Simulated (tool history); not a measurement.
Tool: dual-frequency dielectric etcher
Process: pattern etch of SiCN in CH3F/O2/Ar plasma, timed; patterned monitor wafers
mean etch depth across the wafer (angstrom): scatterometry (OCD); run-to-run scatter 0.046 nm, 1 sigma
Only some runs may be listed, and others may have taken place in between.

run	hour	source power (W)	bias power (W)	etch time (s)	mean etch depth across the wafer (angstrom)
1	0	460	71	40	178.29
2	4.2	510	71	40	186.89
3	12.8	490	68	40	179.48
4	16.7	490	68	36.5	163.41
5	23	470	67	36.5	159.29
6	25.1	470	78	36.5	168.69
7	28.2	470	78	36.5	167.62
8	34.2	450	76	36.5	163.22
9	41.1	430	75	36.5	160.52
10	47.4	410	73	36.5	153.92
11	54.9	400	73	36.5	153.65

What does the tool deliver on the next run?
12	56.9	300	59	36.5	?

Logged for run 12: mean etch depth across the wafer (angstrom) 123.82.

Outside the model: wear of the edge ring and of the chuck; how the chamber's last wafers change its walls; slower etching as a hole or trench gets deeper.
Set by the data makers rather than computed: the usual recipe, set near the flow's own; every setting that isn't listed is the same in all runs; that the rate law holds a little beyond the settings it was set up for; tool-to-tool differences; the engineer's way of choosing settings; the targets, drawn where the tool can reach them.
